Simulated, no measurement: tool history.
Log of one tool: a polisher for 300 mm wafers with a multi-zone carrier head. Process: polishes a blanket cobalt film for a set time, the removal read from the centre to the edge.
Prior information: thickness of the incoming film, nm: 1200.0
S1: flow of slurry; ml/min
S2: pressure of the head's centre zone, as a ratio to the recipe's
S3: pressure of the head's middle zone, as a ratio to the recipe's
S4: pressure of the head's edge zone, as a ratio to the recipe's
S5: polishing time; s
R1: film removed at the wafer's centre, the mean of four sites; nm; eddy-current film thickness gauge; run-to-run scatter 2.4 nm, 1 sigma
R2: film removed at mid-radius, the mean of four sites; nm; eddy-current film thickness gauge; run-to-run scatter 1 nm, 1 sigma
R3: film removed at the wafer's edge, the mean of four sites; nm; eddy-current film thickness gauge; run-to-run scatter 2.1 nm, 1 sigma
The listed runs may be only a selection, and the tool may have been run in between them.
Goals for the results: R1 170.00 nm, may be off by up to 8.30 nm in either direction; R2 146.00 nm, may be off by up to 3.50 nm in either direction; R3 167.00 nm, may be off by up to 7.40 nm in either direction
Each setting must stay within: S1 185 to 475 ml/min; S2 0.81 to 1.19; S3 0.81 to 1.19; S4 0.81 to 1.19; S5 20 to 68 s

| run | day | S1 | S2 | S3 | S4 | S5 | R1 | R2 | R3 |
|---|---|---|---|---|---|---|---|---|---|
| 1 | 0.000 | 305 | 1.00 | 1.00 | 1.00 | 44 | 189.80 | 204.26 | 216.19 |
| 2 | 0.133 | 300 | 1.02 | 0.96 | 0.97 | 42 | 184.19 | 188.55 | 205.35 |
| 3 | 0.354 | 300 | 0.94 | 0.96 | 0.97 | 42 | 173.24 | 191.89 | 202.84 |
| 4 | 0.704 | 300 | 0.94 | 0.96 | 1.01 | 42 | 171.76 | 189.45 | 210.10 |
| 5 | 0.896 | 300 | 0.94 | 0.96 | 1.01 | 37 | 151.01 | 166.90 | 180.67 |
| 6 | 1.058 | 300 | 0.94 | 0.96 | 1.01 | 47 | 191.74 | 212.00 | 236.22 |
| 7 | 1.233 | 300 | 0.98 | 0.93 | 0.98 | 44 | 185.75 | 192.17 | 212.78 |
| 8 | 1.512 | 300 | 1.00 | 0.90 | 0.96 | 42 | 185.54 | 177.90 | 199.33 |
| 9 | 1.579 | 295 | 1.00 | 0.88 | 0.95 | 41 | 177.23 | 171.52 | 192.89 |
|  | 1.696 | centre zone pressure recalibrated |
| 10 | 1.696 | 285 | 1.10 | 0.81 | 0.88 | 35 | 191.20 | 136.87 | 164.27 |
| 11 | 1.746 | 290 | 1.08 | 0.82 | 0.89 | 35 | 187.13 | 138.30 | 164.11 |
| 12 | 2.038 | 290 | 1.08 | 0.82 | 0.89 | 35 | 184.64 | 139.08 | 162.89 |
| 13 | 2.279 | 290 | 1.07 | 0.83 | 0.90 | 35 | 184.06 | 139.32 | 163.03 |
| 14 | 2.400 | 290 | 1.06 | 0.84 | 0.91 | 35 | 181.96 | 140.18 | 161.13 |
| 15 | 2.738 | 290 | 1.06 | 0.84 | 0.91 | 35 | 182.92 | 141.11 | 169.50 |
| 16 | 2.892 | 290 | 1.05 | 0.85 | 0.91 | 35 | 181.94 | 142.67 | 165.91 |
| 17 | 3.238 | 290 | 1.04 | 0.85 | 0.91 | 35 | 179.33 | 141.36 | 165.82 |

Next run, 5 choices. One meets every target within its allowed miss, the rest don't. Which?
| A | 3.583 | 300 | 1.09 | 0.87 | 0.88 | 34 | ? | ? | ? |
| B | 3.583 | 335 | 1.02 | 0.82 | 0.94 | 35 | ? | ? | ? |
| C | 3.583 | 305 | 0.99 | 0.88 | 0.94 | 35 | ? | ? | ? |
| D | 3.583 | 315 | 1.06 | 0.81 | 0.93 | 36 | ? | ? | ? |
| E | 3.583 | 200 | 1.11 | 0.89 | 0.81 | 37 | ? | ? | ? |

| move | R1 | R2 | R3 |
|---|---|---|---|
| A | 178.67 | 141.45 | 160.75 |
| B | 174.11 | 140.08 | 171.96 |
| C | 167.66 | 147.27 | 170.76 |
| D | 184.88 | 141.88 | 175.31 |
| E | 188.56 | 150.11 | 163.07 |
A: neither nearer nor further off than the last run
B: its largest miss is bigger than the last run's
C: in spec on every target
D: its largest miss is bigger than the last run's
E: moves the result that the last run missed by most past its target, out the other side
The move that meets every target is C.

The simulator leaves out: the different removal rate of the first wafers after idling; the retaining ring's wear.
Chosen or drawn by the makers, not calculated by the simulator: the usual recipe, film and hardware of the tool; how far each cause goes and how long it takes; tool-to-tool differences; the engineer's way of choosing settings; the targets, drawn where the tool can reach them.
